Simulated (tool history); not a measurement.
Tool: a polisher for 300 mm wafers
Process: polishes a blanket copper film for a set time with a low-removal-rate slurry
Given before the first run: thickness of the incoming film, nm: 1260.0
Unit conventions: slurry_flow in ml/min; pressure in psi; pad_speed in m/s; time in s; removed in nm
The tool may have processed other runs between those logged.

run 1 day=0.000 | slurry_flow=180 pressure=2.5 pad_speed=0.92 slurry_solids=1.00 time=115 | removed=310.58
run 2 day=0.225 | slurry_flow=180 pressure=2.5 pad_speed=0.92 slurry_solids=1.00 time=115 | removed=312.26
run 3 day=0.262 | slurry_flow=180 pressure=2.2 pad_speed=0.90 slurry_solids=1.00 time=115 | removed=267.96
run 4 day=0.362 | slurry_flow=180 pressure=2.2 pad_speed=0.90 slurry_solids=1.15 time=115 | removed=276.67
run 5 day=0.733 | slurry_flow=220 pressure=2.2 pad_speed=0.90 slurry_solids=1.15 time=115 | removed=282.22
run 6 day=1.012 | slurry_flow=220 pressure=1.9 pad_speed=0.90 slurry_solids=1.15 time=115 | removed=246.69
run 7 day=1.267 | slurry_flow=220 pressure=1.7 pad_speed=0.88 slurry_solids=1.15 time=115 | removed=215.90
run 8 day=1.312 | slurry_flow=205 pressure=1.1 pad_speed=0.86 slurry_solids=1.15 time=115 | removed=137.46
run 9 day=1.425 | slurry_flow=215 pressure=1.1 pad_speed=0.86 slurry_solids=1.15 time=115 | removed=137.47

What does the tool deliver on the next run?
run 10 day=1.538 | slurry_flow=220 pressure=1.1 pad_speed=0.86 slurry_solids=1.15 time=115 | removed=?

removed: 136.87 nm
